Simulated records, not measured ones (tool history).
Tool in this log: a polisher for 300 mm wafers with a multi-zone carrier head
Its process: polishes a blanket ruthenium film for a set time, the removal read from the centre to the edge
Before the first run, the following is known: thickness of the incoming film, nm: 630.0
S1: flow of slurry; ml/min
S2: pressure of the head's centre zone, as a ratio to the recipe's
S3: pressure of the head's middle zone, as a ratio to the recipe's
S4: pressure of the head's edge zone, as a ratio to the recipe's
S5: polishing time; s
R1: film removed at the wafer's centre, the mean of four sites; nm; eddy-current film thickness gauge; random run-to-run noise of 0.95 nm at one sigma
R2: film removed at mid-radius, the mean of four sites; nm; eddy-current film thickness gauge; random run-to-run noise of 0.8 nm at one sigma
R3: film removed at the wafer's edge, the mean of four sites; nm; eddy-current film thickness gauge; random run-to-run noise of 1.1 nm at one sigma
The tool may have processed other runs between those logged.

{"run": 1, "day": 0.0, "S1": 190, "S2": 1, "S3": 1, "S4": 1, "S5": 53, "R1": 48.783, "R2": 48.75, "R3": 49.592}
{"run": 2, "day": 0.062, "S1": 195, "S2": 1.01, "S3": 1.02, "S4": 1.04, "S5": 59, "R1": 57.159, "R2": 55.924, "R3": 59.166}
{"run": 3, "day": 0.388, "S1": 195, "S2": 0.93, "S3": 1.02, "S4": 1.04, "S5": 59, "R1": 52.368, "R2": 55.647, "R3": 58.107}
{"run": 4, "day": 0.642, "S1": 210, "S2": 0.97, "S3": 1.07, "S4": 1.07, "S5": 62, "R1": 57.466, "R2": 61.749, "R3": 62.055}
{"run": 5, "day": 1.017, "S1": 210, "S2": 1, "S3": 1.08, "S4": 1.08, "S5": 65, "R1": 62.662, "R2": 66.427, "R3": 66.72}
{"run": 6, "day": 1.1, "S1": 210, "S2": 1, "S3": 1.08, "S4": 1.08, "S5": 59, "R1": 57.504, "R2": 60.033, "R3": 57.4}
{"run": 7, "day": 1.288, "S1": 210, "S2": 1.02, "S3": 1.08, "S4": 1.08, "S5": 63, "R1": 62.047, "R2": 64.088, "R3": 62.061}
{"run": 8, "day": 1.471, "S1": 210, "S2": 1.02, "S3": 1.08, "S4": 1.09, "S5": 66, "R1": 64.679, "R2": 65.804, "R3": 65.948}
{"run": 9, "day": 1.817, "S1": 215, "S2": 1.02, "S3": 1.08, "S4": 1.09, "S5": 69, "R1": 67.917, "R2": 70.267, "R3": 69.202}

Run 10 is up next; what results do you expect?
{"run": 10, "day": 2.125, "S1": 210, "S2": 1.03, "S3": 1.08, "S4": 1.1, "S5": 71, "R1": "?", "R2": "?", "R3": "?"}

R1: 69.68 nm
R2: 70.805 nm
R3: 72.178 nm
